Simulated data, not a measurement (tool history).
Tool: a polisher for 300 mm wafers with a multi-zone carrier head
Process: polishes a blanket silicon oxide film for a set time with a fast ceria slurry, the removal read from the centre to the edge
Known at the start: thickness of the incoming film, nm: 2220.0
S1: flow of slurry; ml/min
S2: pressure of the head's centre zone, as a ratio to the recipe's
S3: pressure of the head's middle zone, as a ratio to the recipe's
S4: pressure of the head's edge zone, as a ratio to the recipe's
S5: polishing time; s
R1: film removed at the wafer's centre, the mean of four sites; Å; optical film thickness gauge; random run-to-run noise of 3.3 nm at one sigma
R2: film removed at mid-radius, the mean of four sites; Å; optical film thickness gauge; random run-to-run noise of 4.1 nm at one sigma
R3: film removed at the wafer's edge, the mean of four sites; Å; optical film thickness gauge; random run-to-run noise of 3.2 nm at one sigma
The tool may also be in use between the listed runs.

run    day   S1    S2    S3    S4  S5      R1      R2      R3
  1  0.000  165  1.00  1.00  1.00  69  6110.9  6216.0  6297.0
  2  0.221  145  1.00  1.00  1.00  69  6053.5  6019.7  6107.4
  3  0.483  145  1.00  1.00  1.08  69  6010.5  5994.2  6368.2
  4  0.629  110  1.00  1.00  1.08  69  5760.5  5689.5  6196.8
  5  0.967  110  0.96  1.01  1.06  67  5304.0  5640.8  5962.6
  6  1.304  110  0.93  1.00  1.03  66  5115.7  5559.1  5776.1
  7  1.467  110  0.91  1.00  1.02  65  4970.3  5493.9  5715.9
  8  1.833  110  0.89  1.00  1.01  64  4780.9  5334.2  5627.3

Forecast run 9:
     2.175  -- worn pad replaced by a new one
  9  2.175  110  0.87  1.01  1.00  63   ?   ?   ?

{"run 9": {"R1": 5013.5, "R2": 5920.8, "R3": 5987.4}}
